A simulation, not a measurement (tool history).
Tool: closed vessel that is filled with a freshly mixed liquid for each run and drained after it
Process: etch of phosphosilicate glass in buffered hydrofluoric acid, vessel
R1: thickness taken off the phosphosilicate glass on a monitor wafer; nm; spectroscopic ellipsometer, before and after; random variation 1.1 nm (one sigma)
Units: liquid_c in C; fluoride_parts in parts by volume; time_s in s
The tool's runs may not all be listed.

Run 1, hour 0.0: liquid_c 23.0 C, fluoride_parts 19.5 parts by volume, time_s 105 s. Result: R1 182.75 nm.
Run 2, hour 6.8: liquid_c 23.0 C, fluoride_parts 21.5 parts by volume, time_s 105 s. Result: R1 169.84 nm.
Run 3, hour 13.0: liquid_c 22.5 C, fluoride_parts 21.5 parts by volume, time_s 105 s. Result: R1 163.87 nm.
Run 4, hour 20.7: liquid_c 22.5 C, fluoride_parts 26.0 parts by volume, time_s 105 s. Result: R1 146.46 nm.
Run 5, hour 26.1: liquid_c 22.5 C, fluoride_parts 30.0 parts by volume, time_s 105 s. Result: R1 132.58 nm.
Run 6, hour 33.4: liquid_c 22.5 C, fluoride_parts 30.0 parts by volume, time_s 105 s. Result: R1 131.96 nm.
Run 7, hour 38.9: liquid_c 23.0 C, fluoride_parts 30.0 parts by volume, time_s 105 s. Result: R1 134.70 nm.

The next listed run, before its measurement:
Run 8, hour 44.2: liquid_c 23.5 C, fluoride_parts 30.0 parts by volume, time_s 105 s. Result: R1 ?.

R1: 140.26 nm
